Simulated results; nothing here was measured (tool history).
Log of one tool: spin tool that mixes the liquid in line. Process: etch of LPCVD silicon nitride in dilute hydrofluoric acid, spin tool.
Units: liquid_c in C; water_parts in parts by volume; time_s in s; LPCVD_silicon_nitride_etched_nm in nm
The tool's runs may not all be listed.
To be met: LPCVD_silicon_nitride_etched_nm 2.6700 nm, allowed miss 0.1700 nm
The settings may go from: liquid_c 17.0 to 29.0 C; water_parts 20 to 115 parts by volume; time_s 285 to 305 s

| run | hour | liquid_c | water_parts | time_s | LPCVD_silicon_nitride_etched_nm |
|---|---|---|---|---|---|
| 1 | 0.0 | 21.0 | 65 | 285 | 1.5705 |
| 2 | 7.5 | 21.0 | 65 | 285 | 1.4979 |
| 3 | 8.1 | 19.5 | 65 | 285 | 1.4015 |
| 4 | 15.7 | 20.5 | 65 | 285 | 1.4625 |
| 5 | 18.3 | 20.5 | 65 | 305 | 1.6143 |
| 6 | 24.4 | 21.5 | 65 | 305 | 1.7587 |
| 7 | 26.6 | 22.0 | 65 | 305 | 1.7602 |
| 8 | 31.9 | 22.5 | 65 | 305 | 1.8180 |
| 9 | 39.5 | 23.0 | 65 | 305 | 1.8878 |
| 10 | 40.9 | 23.5 | 65 | 305 | 2.0051 |

Which of these 5 next moves meets every target?
| A | 42.3 | 23.5 | 85 | 285 | ? |
| B | 42.3 | 27.0 | 55 | 305 | ? |
| C | 42.3 | 22.5 | 55 | 305 | ? |
| D | 42.3 | 24.0 | 40 | 305 | ? |
| E | 42.3 | 25.0 | 50 | 285 | ? |

| move | LPCVD_silicon_nitride_etched_nm |
|---|---|
| A | 1.4111 |
| B | 2.9236 |
| C | 2.1656 |
| D | 3.2734 |
| E | 2.6290 |
A: further off than the last run
B: takes the result that was furthest off past its target
C: nearer than the last run, and not there yet
D: takes the result that was furthest off past its target
E: meets every target
Answer: E
